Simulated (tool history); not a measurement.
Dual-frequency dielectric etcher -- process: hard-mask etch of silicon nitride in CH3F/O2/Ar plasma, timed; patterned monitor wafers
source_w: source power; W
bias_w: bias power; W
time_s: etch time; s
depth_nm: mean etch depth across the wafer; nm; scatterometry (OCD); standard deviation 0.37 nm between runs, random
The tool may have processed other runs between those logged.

| run | hour | source_w | bias_w | time_s | depth_nm |
|---|---|---|---|---|---|
| 1 | 0.0 | 490 | 63 | 91.5 | 63.689 |
| 2 | 6.5 | 490 | 63 | 91.5 | 64.850 |
| 3 | 13.3 | 460 | 62 | 91.5 | 63.286 |
| 4 | 20.8 | 440 | 60 | 91.0 | 61.453 |
| 5 | 25.0 | 440 | 68 | 91.0 | 63.458 |
| 6 | 32.0 | 410 | 67 | 90.5 | 61.385 |

The next listed run, before its measurement:
| 7 | 33.0 | 390 | 66 | 90.5 | ? |

{"run 7": {"depth_nm": 60.195}}
